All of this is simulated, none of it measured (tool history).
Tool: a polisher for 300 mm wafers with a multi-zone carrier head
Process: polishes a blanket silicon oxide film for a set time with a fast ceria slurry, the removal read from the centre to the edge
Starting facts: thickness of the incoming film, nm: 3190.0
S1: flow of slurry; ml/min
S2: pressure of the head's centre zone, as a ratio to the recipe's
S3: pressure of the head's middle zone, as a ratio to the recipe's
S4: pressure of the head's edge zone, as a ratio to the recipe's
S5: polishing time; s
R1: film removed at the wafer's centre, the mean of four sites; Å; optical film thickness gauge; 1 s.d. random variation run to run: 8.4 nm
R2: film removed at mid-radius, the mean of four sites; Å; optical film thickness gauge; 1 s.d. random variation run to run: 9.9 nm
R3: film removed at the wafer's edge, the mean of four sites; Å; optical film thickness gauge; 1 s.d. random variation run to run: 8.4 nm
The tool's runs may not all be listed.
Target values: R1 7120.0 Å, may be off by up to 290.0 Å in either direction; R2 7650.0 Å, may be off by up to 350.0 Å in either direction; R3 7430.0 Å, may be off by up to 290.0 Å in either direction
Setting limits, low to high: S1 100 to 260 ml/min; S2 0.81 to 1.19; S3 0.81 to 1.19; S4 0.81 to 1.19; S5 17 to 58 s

run  hour   S1    S2    S3    S4  S5      R1      R2      R3
  1   0.0  165  1.00  1.00  1.00  37  4931.2  4868.3  4857.3
  2   4.4  190  1.00  1.00  1.00  37  5151.9  4996.1  4920.7
  3   5.1  190  1.00  1.06  1.00  37  5116.0  5177.5  4985.2
  4   8.4  190  1.00  0.99  1.00  37  5103.4  4870.9  4896.5
  5  13.7  185  1.00  1.02  1.02  40  5546.4  5446.0  5351.2
  6  16.7  185  0.99  1.03  1.04  42  5730.0  5745.3  5637.5
  7  23.0  185  0.98  1.04  1.06  44  5987.5  6155.7  5898.0
  8  29.8  180  0.97  1.03  1.08  46  6149.6  6174.3  6236.0
  9  36.7  180  0.97  1.05  1.09  47  6264.4  6491.4  6582.9
 10  38.9  185  0.98  1.07  1.10  47  6402.9  6627.3  6506.3

Pick the move, out of 4, that brings all results within their allowed miss; only one does.
  A  41.1  170  1.01  1.07  1.19  50   ?   ?   ?
  B  41.1  215  1.13  0.81  1.18  49   ?   ?   ?
  C  41.1  170  0.95  0.91  1.19  51   ?   ?   ?
  D  41.1  210  0.94  1.06  1.08  53   ?   ?   ?

move      R1      R2      R3
   A  6755.0  7070.9  7039.9
   B  7620.5  5704.1  7091.6
   C  6521.2  6294.2  7196.1
   D  6988.9  7702.3  7297.9
A: gains on the last run, yet a result remains outside its allowed miss
B: the biggest miss grows against the last run
C: brings the last run's worst result on target, with another outside its allowed miss
D: every result lands within tolerance
Correct choice: D, which meets every target

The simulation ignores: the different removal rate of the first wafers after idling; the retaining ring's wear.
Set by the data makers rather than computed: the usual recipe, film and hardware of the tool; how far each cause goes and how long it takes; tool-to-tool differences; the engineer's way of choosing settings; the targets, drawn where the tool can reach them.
